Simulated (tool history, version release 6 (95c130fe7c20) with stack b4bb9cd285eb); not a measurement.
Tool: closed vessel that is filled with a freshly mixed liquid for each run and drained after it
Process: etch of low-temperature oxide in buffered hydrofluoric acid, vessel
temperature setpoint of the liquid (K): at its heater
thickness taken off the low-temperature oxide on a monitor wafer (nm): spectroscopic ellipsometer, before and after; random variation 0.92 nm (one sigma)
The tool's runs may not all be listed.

run	hour	temperature setpoint of the liquid (K)	parts of 40 % ammonium fluoride to one part of 49 % hydrofluoric acid (parts by volume)	time in the liquid (s)	thickness taken off the low-temperature oxide on a monitor wafer (nm)
1	0	293.15	14.5	90	154.87
2	7.3	294.65	14.5	90	167.38
3	9.5	294.65	14.5	90	170.3
4	14	297.15	14.5	90	193.15
5	20.2	300.65	14.5	90	231.95
6	23.8	301.15	14.5	90	239.89
7	26.5	300.65	14.5	90	233.89

Forecast run 8:
8	33.9	300.15	14.5	90	?

{"run 8": {"thickness taken off the low-temperature oxide on a monitor wafer (nm)": 227.78}}
